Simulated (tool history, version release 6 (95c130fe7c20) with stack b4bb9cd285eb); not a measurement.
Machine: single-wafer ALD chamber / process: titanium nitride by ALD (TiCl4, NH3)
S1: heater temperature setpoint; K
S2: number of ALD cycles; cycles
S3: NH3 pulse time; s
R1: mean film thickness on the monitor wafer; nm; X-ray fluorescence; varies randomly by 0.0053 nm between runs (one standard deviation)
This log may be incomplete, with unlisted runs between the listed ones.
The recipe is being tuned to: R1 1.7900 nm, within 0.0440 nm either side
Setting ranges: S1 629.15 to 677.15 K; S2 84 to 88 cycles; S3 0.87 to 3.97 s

run    day      S1  S2    S3      R1
  1  0.000  653.15  88  2.42  2.0050
  2  0.196  653.15  88  2.42  2.0036
  3  0.500  649.15  87  2.18  1.9662
  4  0.521  646.15  87  1.97  1.9442
  5  0.642  643.15  87  1.80  1.9063
  6  0.817  643.15  87  2.12  1.9386
  7  0.908  641.15  87  1.96  1.9162
  8  1.083  640.15  87  1.85  1.9020
  9  1.429  639.15  87  1.77  1.8991
 10  1.650  638.15  87  1.68  1.8735
 11  2.004  638.15  87  1.64  1.8757
 12  2.192  638.15  87  1.64  1.8705
 13  2.317  638.15  87  1.60  1.8613
 14  2.650  638.15  87  1.57  1.8598
 15  2.712  638.15  87  1.54  1.8601
 16  2.912  638.15  87  1.51  1.8534
 17  2.938  638.15  87  1.51  1.8454
 18  3.188  638.15  87  1.50  1.8490
 19  3.296  636.15  84  1.27  1.7241

Next run, 4 choices. One meets every target within its allowed miss, the rest don't. Which?
  A  3.404  634.15  84  1.79   ?
  B  3.404  648.15  84  0.87   ?
  C  3.404  637.15  84  0.97   ?
  D  3.404  638.15  84  0.87   ?

move      R1
   A  1.8074
   B  1.6822
   C  1.6538
   D  1.6160
A: every result within its allowed miss
B: further off than the last run
C: further off than the last run
D: further off than the last run
Go with A: it meets all targets.

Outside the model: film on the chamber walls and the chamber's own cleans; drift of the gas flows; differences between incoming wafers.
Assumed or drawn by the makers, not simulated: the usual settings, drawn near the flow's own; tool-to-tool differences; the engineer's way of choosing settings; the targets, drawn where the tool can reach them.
